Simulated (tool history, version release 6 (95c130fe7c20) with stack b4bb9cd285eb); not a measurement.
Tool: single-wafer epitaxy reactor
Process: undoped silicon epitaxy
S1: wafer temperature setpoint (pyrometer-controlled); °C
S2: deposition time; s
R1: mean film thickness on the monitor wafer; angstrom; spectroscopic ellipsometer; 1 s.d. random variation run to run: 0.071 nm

| run | hour | S1 | S2 | R1 |
|---|---|---|---|---|
| 1 | 0 | 640 | 208 | 295.89 |
| 2 | 3.8 | 648 | 208 | 345.21 |
| 3 | 8.7 | 644 | 208 | 319.75 |
| 4 | 17.5 | 644 | 195 | 299.79 |
| 5 | 20.8 | 644 | 214 | 330.05 |
| 6 | 28.3 | 640 | 214 | 303.42 |
| 7 | 36.4 | 637 | 214 | 285.63 |

Run 8, settings as shown, results not yet in. Your forecast:
| 8 | 38.9 | 637 | 214 | ? |

For run 8 the tool returned R1 287.82 angstrom.

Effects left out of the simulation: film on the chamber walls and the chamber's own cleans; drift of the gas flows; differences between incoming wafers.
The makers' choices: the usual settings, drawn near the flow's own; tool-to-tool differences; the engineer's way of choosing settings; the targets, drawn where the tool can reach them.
